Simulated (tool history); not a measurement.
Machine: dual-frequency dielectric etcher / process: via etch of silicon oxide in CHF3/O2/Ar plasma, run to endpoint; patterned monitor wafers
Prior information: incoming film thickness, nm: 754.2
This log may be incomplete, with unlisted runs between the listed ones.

{"run": 1, "hour": 0.0, "source power (kW)": 0.71, "bias power (kW)": 0.197, "endpoint time (s)": 342.58}
{"run": 2, "hour": 5.2, "source power (kW)": 0.71, "bias power (kW)": 0.166, "endpoint time (s)": 365.63}
{"run": 3, "hour": 13.3, "source power (kW)": 0.71, "bias power (kW)": 0.147, "endpoint time (s)": 377.99}
{"run": 4, "hour": 16.4, "source power (kW)": 0.78, "bias power (kW)": 0.162, "endpoint time (s)": 349.61}
{"run": 5, "hour": 18.5, "source power (kW)": 0.83, "bias power (kW)": 0.167, "endpoint time (s)": 336.81}
{"run": 6, "hour": 21.2, "source power (kW)": 0.78, "bias power (kW)": 0.167, "endpoint time (s)": 347.06}

Run 7, settings as shown, results not yet in. Your forecast:
{"run": 7, "hour": 26.8, "source power (kW)": 0.83, "bias power (kW)": 0.173, "endpoint time (s)": "?"}

Run 7 yielded endpoint time (s) 329.75.
